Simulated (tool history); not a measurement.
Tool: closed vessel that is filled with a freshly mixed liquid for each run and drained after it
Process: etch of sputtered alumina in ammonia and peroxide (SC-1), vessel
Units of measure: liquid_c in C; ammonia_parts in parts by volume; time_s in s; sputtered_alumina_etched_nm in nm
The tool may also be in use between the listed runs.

run	hour	liquid_c	ammonia_parts	time_s	sputtered_alumina_etched_nm
1	0	58	0.65	320	27.995
2	5.1	54.5	0.65	320	23.67
3	11.2	57	0.65	320	26.671
4	17	59	0.65	320	29.632
# hour 23.3: new drum of ammonia solution connected
5	23.3	59	0.65	345	32.154
6	31	60	0.65	345	33.782
7	36.5	61	0.65	345	35.781
8	38.9	61	0.65	345	35.577
9	40.6	61.5	0.65	345	36.687
10	47.3	62	0.65	345	37.313

The next listed run, before its measurement:
11	55.1	62.5	0.65	345	?

{"run 11": {"sputtered_alumina_etched_nm": 38.443}}
